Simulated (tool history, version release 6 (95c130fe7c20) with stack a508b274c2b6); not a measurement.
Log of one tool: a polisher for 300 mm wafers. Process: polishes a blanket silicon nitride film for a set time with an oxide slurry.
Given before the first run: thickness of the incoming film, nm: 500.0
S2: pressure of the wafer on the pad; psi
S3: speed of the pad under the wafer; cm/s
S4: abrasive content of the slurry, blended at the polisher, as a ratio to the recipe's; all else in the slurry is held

{"run": 1, "hour": 0.0, "flow of slurry (ml/min)": 220, "S2": 4.6, "S3": 122, "S4": 1, "polishing time (s)": 51, "film removed (Å)": 406.21}
{"run": 2, "hour": 3.4, "flow of slurry (ml/min)": 230, "S2": 5, "S3": 122, "S4": 1, "polishing time (s)": 51, "film removed (Å)": 437.6}
{"run": 3, "hour": 11.5, "flow of slurry (ml/min)": 230, "S2": 5, "S3": 122, "S4": 1, "polishing time (s)": 54, "film removed (Å)": 470.63}
{"run": 4, "hour": 19.8, "flow of slurry (ml/min)": 230, "S2": 5, "S3": 122, "S4": 1.2, "polishing time (s)": 54, "film removed (Å)": 502.88}
{"run": 5, "hour": 21.1, "flow of slurry (ml/min)": 230, "S2": 5, "S3": 122, "S4": 1.3, "polishing time (s)": 54, "film removed (Å)": 518.23}
{"run": 6, "hour": 24.6, "flow of slurry (ml/min)": 230, "S2": 5, "S3": 122, "S4": 1.2, "polishing time (s)": 54, "film removed (Å)": 502.23}
{"run": 7, "hour": 32.6, "flow of slurry (ml/min)": 230, "S2": 5.2, "S3": 122, "S4": 1.2, "polishing time (s)": 54, "film removed (Å)": 518.21}
{"run": 8, "hour": 36.0, "flow of slurry (ml/min)": 235, "S2": 5.3, "S3": 122, "S4": 1.2, "polishing time (s)": 54, "film removed (Å)": 538.16}
{"run": 9, "hour": 40.9, "flow of slurry (ml/min)": 245, "S2": 5.3, "S3": 122, "S4": 1.2, "polishing time (s)": 54, "film removed (Å)": 540.42}

Run 10 has not been measured yet. What should we expect?
{"run": 10, "hour": 45.8, "flow of slurry (ml/min)": 255, "S2": 5.3, "S3": 122, "S4": 1.2, "polishing time (s)": 54, "film removed (Å)": "?"}

Run 10 came out at film removed (Å) 543.99.

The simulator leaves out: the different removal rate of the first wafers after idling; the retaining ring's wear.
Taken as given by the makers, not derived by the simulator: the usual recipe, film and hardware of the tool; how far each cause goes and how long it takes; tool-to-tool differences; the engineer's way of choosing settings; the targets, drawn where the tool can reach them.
